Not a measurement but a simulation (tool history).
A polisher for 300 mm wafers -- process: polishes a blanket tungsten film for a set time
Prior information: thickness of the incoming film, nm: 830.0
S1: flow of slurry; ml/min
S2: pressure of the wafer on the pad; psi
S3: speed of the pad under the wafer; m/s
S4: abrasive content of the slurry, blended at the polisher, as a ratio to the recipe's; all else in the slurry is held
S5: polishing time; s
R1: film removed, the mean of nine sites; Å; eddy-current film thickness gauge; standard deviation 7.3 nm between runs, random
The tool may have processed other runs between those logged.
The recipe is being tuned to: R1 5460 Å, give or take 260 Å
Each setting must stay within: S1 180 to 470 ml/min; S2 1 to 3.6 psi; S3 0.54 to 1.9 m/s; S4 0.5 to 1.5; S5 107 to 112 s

run  hour   S1   S2    S3  S4   S5      R1
  1     0  300  2.3  1.22   1  107  3526.6
  2   7.7  375  2.3  1.22   1  107  3611.9
  3   9.5  375  2.3  1.22   1  107  3715.6
  4  14.4  315  2.3  1.22   1  107  3659.3
  5  21.6  270  2.3  1.22   1  107  3617.1
  6  28.1  270  2.1  1.22   1  107  3326.3
     34.7  -- slurry blender recalibrated
  7  34.7  270  2.1  1.22   1  107  3558.2
  8  35.4  270  2.7  1.26   1  107  4564.3
  9  37.1  270  2.8  1.26   1  107  4724.2
 10  37.6  270  2.9  1.26   1  107    4976
 11  45.8  270    3  1.26   1  107  5112.1

Of the 5 settings listed for the next run, only one would bring every result within its allowed miss of target. Which one?
  A    54  285    3  1.06  0.95  107   ?
  B    54  280  3.2   1.1  0.95  107   ?
  C    54  260  2.5  1.34   1.1  110   ?
  D    54  300  2.8  1.24  1.05  107   ?
  E    54  265    3  1.28  1.05  110   ?

move      R1
   A  4574.3
   B  5017.5
   C  4901.7
   D    4988
   E  5586.6
A: moves away from the targets compared with the last run
B: moves away from the targets compared with the last run
C: moves away from the targets compared with the last run
D: moves away from the targets compared with the last run
E: every result lands within tolerance
Answer: E
